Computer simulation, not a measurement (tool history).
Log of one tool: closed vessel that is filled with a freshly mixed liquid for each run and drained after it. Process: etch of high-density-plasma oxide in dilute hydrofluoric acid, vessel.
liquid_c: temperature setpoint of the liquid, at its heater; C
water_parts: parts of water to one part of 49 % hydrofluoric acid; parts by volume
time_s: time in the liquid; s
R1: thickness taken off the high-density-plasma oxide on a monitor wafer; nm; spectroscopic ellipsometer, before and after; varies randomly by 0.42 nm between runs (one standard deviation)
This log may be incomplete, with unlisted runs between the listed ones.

Run 1, hour 0.0: liquid_c 23.0 C, water_parts 185 parts by volume, time_s 2315 s. Result: R1 57.765 nm.
Run 2, hour 2.3: liquid_c 21.5 C, water_parts 185 parts by volume, time_s 2315 s. Result: R1 54.803 nm.
Run 3, hour 6.6: liquid_c 21.5 C, water_parts 185 parts by volume, time_s 2315 s. Result: R1 54.198 nm.
Run 4, hour 12.7: liquid_c 23.5 C, water_parts 170 parts by volume, time_s 2315 s. Result: R1 64.970 nm.
Run 5, hour 14.0: liquid_c 23.5 C, water_parts 205 parts by volume, time_s 2315 s. Result: R1 51.877 nm.
Run 6, hour 21.2: liquid_c 23.5 C, water_parts 260 parts by volume, time_s 2315 s. Result: R1 38.623 nm.
Run 7, hour 29.4: liquid_c 25.0 C, water_parts 225 parts by volume, time_s 2315 s. Result: R1 48.972 nm.

Run 8 comes next. What will it give?
Run 8, hour 32.3: liquid_c 26.5 C, water_parts 200 parts by volume, time_s 2315 s. Result: R1 ?.

R1: 60.228 nm
